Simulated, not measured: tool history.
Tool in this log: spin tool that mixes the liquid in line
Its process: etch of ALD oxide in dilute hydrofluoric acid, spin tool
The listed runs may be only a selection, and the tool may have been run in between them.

| run | hour | temperature setpoint of the liquid (°C) | parts of water to one part of 49 % hydrofluoric acid (parts by volume) | time under the liquid (s) | thickness taken off the ALD oxide on a monitor wafer (nm) |
|---|---|---|---|---|---|
| 1 | 0 | 25 | 285 | 275 | 7.868 |
| 2 | 3.7 | 26.5 | 285 | 275 | 8.2433 |
| 3 | 10.4 | 26.5 | 205 | 275 | 12.585 |
| 4 | 11 | 28.5 | 205 | 275 | 13.442 |
| 5 | 13.3 | 29 | 200 | 275 | 14.042 |
| 6 | 20.2 | 29.5 | 195 | 275 | 14.747 |
| 7 | 24.9 | 33 | 130 | 275 | 27.352 |
| 8 | 30.5 | 32.5 | 130 | 275 | 26.867 |
| 9 | 39.3 | 32 | 130 | 275 | 26.206 |
| 10 | 42.4 | 31.5 | 130 | 275 | 26.082 |
| 11 | 48.2 | 31 | 130 | 275 | 25.305 |

Run 12 has not been measured yet. What should we expect?
| 12 | 54.1 | 30.5 | 130 | 275 | ? |

thickness taken off the ALD oxide on a monitor wafer (nm): 24.978

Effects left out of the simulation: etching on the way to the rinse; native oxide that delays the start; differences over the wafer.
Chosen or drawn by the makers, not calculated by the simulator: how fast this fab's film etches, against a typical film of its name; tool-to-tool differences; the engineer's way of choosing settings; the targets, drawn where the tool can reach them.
